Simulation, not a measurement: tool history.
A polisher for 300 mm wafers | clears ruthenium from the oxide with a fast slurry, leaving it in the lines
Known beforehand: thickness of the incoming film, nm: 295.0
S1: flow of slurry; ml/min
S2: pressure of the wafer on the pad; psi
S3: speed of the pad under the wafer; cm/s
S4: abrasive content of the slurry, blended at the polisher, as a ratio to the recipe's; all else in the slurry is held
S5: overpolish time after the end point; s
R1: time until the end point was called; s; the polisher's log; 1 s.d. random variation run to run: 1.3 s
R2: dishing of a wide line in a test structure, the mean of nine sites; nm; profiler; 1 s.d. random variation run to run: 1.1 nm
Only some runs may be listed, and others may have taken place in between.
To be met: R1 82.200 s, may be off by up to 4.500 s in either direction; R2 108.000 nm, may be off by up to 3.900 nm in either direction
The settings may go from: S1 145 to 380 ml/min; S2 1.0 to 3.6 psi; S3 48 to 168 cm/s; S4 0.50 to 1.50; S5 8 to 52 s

{"run": 1, "hour": 0.0, "S1": 245, "S2": 2.3, "S3": 108, "S4": 1.0, "S5": 26, "R1": 100.39, "R2": 60.987}
{"run": 2, "hour": 5.8, "S1": 205, "S2": 2.3, "S3": 108, "S4": 1.0, "S5": 26, "R1": 101.71, "R2": 59.836}
{"run": 3, "hour": 7.0, "S1": 205, "S2": 2.3, "S3": 92, "S4": 1.0, "S5": 26, "R1": 119.14, "R2": 53.937}
{"run": 4, "hour": 13.0, "S1": 205, "S2": 2.3, "S3": 106, "S4": 1.0, "S5": 26, "R1": 105.79, "R2": 59.203}
{"run": 5, "hour": 14.2, "S1": 205, "S2": 2.3, "S3": 106, "S4": 1.15, "S5": 26, "R1": 98.213, "R2": 64.421}
{"run": 6, "hour": 15.9, "S1": 205, "S2": 2.4, "S3": 106, "S4": 1.2, "S5": 29, "R1": 92.705, "R2": 71.05}
{"run": 7, "hour": 22.5, "S1": 205, "S2": 2.4, "S3": 108, "S4": 1.2, "S5": 32, "R1": 91.646, "R2": 80.59}
{"run": 8, "hour": 23.6, "S1": 205, "S2": 2.5, "S3": 108, "S4": 1.2, "S5": 34, "R1": 87.219, "R2": 85.869}
{"run": 9, "hour": 28.8, "S1": 205, "S2": 2.5, "S3": 108, "S4": 1.2, "S5": 36, "R1": 88.836, "R2": 88.745}
{"run": 10, "hour": 33.4, "S1": 205, "S2": 2.5, "S3": 108, "S4": 1.2, "S5": 37, "R1": 87.833, "R2": 90.89}
{"run": 11, "hour": 36.0, "S1": 205, "S2": 2.5, "S3": 108, "S4": 1.2, "S5": 38, "R1": 86.61, "R2": 91.209}
{"run": 12, "hour": 42.3, "S1": 200, "S2": 2.6, "S3": 108, "S4": 1.2, "S5": 43, "R1": 85.878, "R2": 103.14}
{"run": 13, "hour": 47.5, "S1": 200, "S2": 2.6, "S3": 108, "S4": 1.2, "S5": 43, "R1": 85.418, "R2": 102.64}

Exactly one of the 5 candidate moves below puts every result within its allowed miss. Which one?
{"run": "A", "hour": 52.7, "S1": 185, "S2": 3.2, "S3": 94, "S4": 1.05, "S5": 38, "R1": "?", "R2": "?"}
{"run": "B", "hour": 52.7, "S1": 215, "S2": 2.6, "S3": 112, "S4": 1.15, "S5": 44, "R1": "?", "R2": "?"}
{"run": "C", "hour": 52.7, "S1": 250, "S2": 2.6, "S3": 102, "S4": 1.1, "S5": 42, "R1": "?", "R2": "?"}
{"run": "D", "hour": 52.7, "S1": 185, "S2": 2.9, "S3": 100, "S4": 1.2, "S5": 38, "R1": "?", "R2": "?"}
{"run": "E", "hour": 52.7, "S1": 200, "S2": 2.7, "S3": 108, "S4": 1.1, "S5": 40, "R1": "?", "R2": "?"}

move=A R1=86.981 R2=95.958
move=B R1=84.473 R2=108.210
move=C R1=92.456 R2=98.623
move=D R1=85.211 R2=97.357
move=E R1=86.873 R2=99.553
A: its largest miss is bigger than the last run's
B: hits every target within its allowed miss
C: its largest miss is bigger than the last run's
D: its largest miss is bigger than the last run's
E: its largest miss is bigger than the last run's
B is the move that brings every result within its allowed miss.

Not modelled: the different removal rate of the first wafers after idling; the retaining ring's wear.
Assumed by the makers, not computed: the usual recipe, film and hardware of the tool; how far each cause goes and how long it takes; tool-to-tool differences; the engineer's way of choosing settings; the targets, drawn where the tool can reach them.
